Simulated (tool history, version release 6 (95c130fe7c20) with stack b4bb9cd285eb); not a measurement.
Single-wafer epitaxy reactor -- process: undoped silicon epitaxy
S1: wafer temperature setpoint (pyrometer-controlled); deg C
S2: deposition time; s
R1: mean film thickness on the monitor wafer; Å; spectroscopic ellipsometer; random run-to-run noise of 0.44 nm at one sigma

run 1 day=0.000 | S1=665 S2=466 | R1=1032.80
run 2 day=0.117 | S1=665 S2=521 | R1=1162.10
run 3 day=0.304 | S1=655 S2=521 | R1=908.85
run 4 day=0.608 | S1=655 S2=573 | R1=1007.10
run 5 day=0.846 | S1=654 S2=573 | R1=974.40
run 6 day=0.879 | S1=654 S2=598 | R1=1022.50

Run 7, settings as shown, results not yet in. Your forecast:
run 7 day=1.075 | S1=653 S2=598 | R1=?

{"run 7": {"R1": 996.16}}

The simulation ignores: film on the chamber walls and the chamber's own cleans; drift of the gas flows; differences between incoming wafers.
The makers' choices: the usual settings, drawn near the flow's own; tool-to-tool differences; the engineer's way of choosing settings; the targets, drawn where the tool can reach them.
